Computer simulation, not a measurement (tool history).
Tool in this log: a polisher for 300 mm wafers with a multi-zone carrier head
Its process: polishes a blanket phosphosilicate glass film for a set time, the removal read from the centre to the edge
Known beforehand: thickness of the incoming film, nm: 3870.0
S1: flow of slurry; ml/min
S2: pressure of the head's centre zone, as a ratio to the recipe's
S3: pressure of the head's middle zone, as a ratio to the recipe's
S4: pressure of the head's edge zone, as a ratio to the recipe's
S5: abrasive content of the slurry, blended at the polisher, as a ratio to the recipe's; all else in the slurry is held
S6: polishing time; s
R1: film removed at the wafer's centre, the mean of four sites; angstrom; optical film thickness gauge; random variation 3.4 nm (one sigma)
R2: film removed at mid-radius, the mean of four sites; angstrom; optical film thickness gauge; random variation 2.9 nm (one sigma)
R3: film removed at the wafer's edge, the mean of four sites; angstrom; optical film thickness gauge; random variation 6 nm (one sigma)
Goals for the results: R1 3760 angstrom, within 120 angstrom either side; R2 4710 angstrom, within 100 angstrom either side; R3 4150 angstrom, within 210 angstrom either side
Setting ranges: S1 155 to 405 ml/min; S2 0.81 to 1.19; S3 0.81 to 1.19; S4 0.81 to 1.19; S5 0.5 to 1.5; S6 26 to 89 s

Run 1, hour 0: S1 260 ml/min, S2 1, S3 1, S4 1, S5 1, S6 57 s. Result: R1 3382 angstrom, R2 3334.5 angstrom, R3 3367.7 angstrom.
Run 2, hour 5.8: S1 260 ml/min, S2 1.07, S3 1, S4 1, S5 1, S6 57 s. Result: R1 3717.8 angstrom, R2 3362.3 angstrom, R3 3280.8 angstrom.
Run 3, hour 7.9: S1 280 ml/min, S2 1.03, S3 1.07, S4 1.02, S5 1.1, S6 57 s. Result: R1 3713.3 angstrom, R2 3730.9 angstrom, R3 3604.7 angstrom.
Run 4, hour 13.5: S1 280 ml/min, S2 1.03, S3 1.07, S4 1.07, S5 1.1, S6 57 s. Result: R1 3685.7 angstrom, R2 3713.7 angstrom, R3 3674.4 angstrom.
Run 5, hour 14.3: S1 280 ml/min, S2 1.03, S3 1.07, S4 1.1, S5 1.1, S6 57 s. Result: R1 3700.3 angstrom, R2 3744 angstrom, R3 3561.9 angstrom.
Run 6, hour 22.7: S1 280 ml/min, S2 1, S3 1.11, S4 1.13, S5 1.2, S6 58 s. Result: R1 3776.7 angstrom, R2 4107 angstrom, R3 3953 angstrom.
Run 7, hour 30.9: S1 280 ml/min, S2 1, S3 1.11, S4 1.13, S5 1.2, S6 58 s. Result: R1 3815.2 angstrom, R2 4076 angstrom, R3 3913.9 angstrom.
Run 8, hour 32.9: S1 280 ml/min, S2 1, S3 1.11, S4 1.13, S5 1.2, S6 58 s. Result: R1 3830.3 angstrom, R2 4074.9 angstrom, R3 3962.1 angstrom.
Run 9, hour 33.6: S1 315 ml/min, S2 0.97, S3 1.14, S4 1.07, S5 1.2, S6 59 s. Result: R1 3780.7 angstrom, R2 4332.3 angstrom, R3 3903 angstrom.
Run 10, hour 42.4: S1 315 ml/min, S2 0.96, S3 1.16, S4 1.08, S5 1.25, S6 59 s. Result: R1 3816 angstrom, R2 4504.3 angstrom, R3 4077.7 angstrom.
Run 11, hour 44.9: S1 320 ml/min, S2 0.95, S3 1.17, S4 1.08, S5 1.25, S6 59 s. Result: R1 3823.2 angstrom, R2 4479.3 angstrom, R3 3960.2 angstrom.

Pick the move, out of 5, that brings all results within their allowed miss; only one does.
Run A, hour 47.4: S1 350 ml/min, S2 0.99, S3 1.19, S4 0.97, S5 1.15, S6 58 s. Result: R1 ?, R2 ?, R3 ?.
Run B, hour 47.4: S1 340 ml/min, S2 0.97, S3 1.19, S4 1.03, S5 1.3, S6 62 s. Result: R1 ?, R2 ?, R3 ?.
Run C, hour 47.4: S1 295 ml/min, S2 0.92, S3 1.19, S4 1.11, S5 1.4, S6 58 s. Result: R1 ?, R2 ?, R3 ?.
Run D, hour 47.4: S1 285 ml/min, S2 0.88, S3 1.12, S4 1.09, S5 1.3, S6 67 s. Result: R1 ?, R2 ?, R3 ?.
Run E, hour 47.4: S1 325 ml/min, S2 1.02, S3 1.12, S4 1.1, S5 1.3, S6 55 s. Result: R1 ?, R2 ?, R3 ?.

move      R1      R2      R3
   A  3791.5  4403.5    3666
   B  4176.5    4953  4224.2
   C  3758.8  4709.4  4153.9
   D  4010.5    4993  4612.8
   E  3877.7  4151.2  3840.2
A: further off than the last run
B: takes the biggest miss from the last run beyond its target
C: every result within its allowed miss
D: takes the biggest miss from the last run beyond its target
E: further off than the last run
C meets every target.
